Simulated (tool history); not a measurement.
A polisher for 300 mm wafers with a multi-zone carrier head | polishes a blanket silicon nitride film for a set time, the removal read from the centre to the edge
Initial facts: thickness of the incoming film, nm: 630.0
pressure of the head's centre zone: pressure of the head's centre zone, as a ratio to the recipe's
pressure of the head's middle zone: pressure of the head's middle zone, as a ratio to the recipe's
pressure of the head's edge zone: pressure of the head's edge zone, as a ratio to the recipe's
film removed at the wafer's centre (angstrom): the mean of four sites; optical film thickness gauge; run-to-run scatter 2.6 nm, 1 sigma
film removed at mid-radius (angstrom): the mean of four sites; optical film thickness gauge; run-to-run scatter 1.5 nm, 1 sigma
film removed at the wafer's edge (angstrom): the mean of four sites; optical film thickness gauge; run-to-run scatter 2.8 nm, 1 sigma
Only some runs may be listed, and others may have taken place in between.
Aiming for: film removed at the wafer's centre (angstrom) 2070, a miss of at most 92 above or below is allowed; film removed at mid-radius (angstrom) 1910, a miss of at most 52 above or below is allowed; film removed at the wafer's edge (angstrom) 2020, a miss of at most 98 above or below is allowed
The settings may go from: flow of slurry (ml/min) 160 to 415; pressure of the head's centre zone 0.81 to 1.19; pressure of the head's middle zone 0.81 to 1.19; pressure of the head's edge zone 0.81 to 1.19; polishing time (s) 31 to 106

run,hour,flow of slurry (ml/min),pressure of the head's centre zone,pressure of the head's middle zone,pressure of the head's edge zone,polishing time (s),film removed at the wafer's centre (angstrom),film removed at mid-radius (angstrom),film removed at the wafer's edge (angstrom)
1,0,265,1,1,1,68,1612.7,1609.8,1557.2
2,6.4,265,1.07,1,1,68,1715.1,1599.2,1554
3,9.8,265,1.07,1,1.02,70,1787.2,1650.9,1623.4
4,13.7,265,1.11,1,1.02,70,1835.4,1644.6,1640.2
5,16.1,265,1.11,1.06,1.02,70,1822.9,1703,1585.5
6,20.9,270,1.1,1.05,1.04,71,1807.6,1731.4,1630.5
7,27.6,275,1.1,1.04,1.06,72,1845.3,1741,1747.1
8,31,340,1.16,1.09,1.16,75,2102.6,1922.8,1924
9,33.3,340,1.15,1.08,1.16,75,2071.8,1875,1900.9

Which of these 4 next moves meets every target?
A,35.6,345,1.12,1.05,1.19,78,?,?,?
B,35.6,345,1.16,1.12,1.13,73,?,?,?
C,35.6,370,1.19,1.1,1.1,74,?,?,?
D,35.6,390,1.14,1.19,1.08,73,?,?,?

move,film removed at the wafer's centre (angstrom),film removed at mid-radius (angstrom),film removed at the wafer's edge (angstrom)
A,2102.9,1955.2,2020.8
B,2039.7,1909.9,1839.9
C,2135.3,1924.1,1848.7
D,2027.8,2011,1811.2
A: every result lands within tolerance
B: its largest miss is bigger than the last run's
C: its largest miss is bigger than the last run's
D: its largest miss is bigger than the last run's
So the answer is move A, the one that meets all the targets.
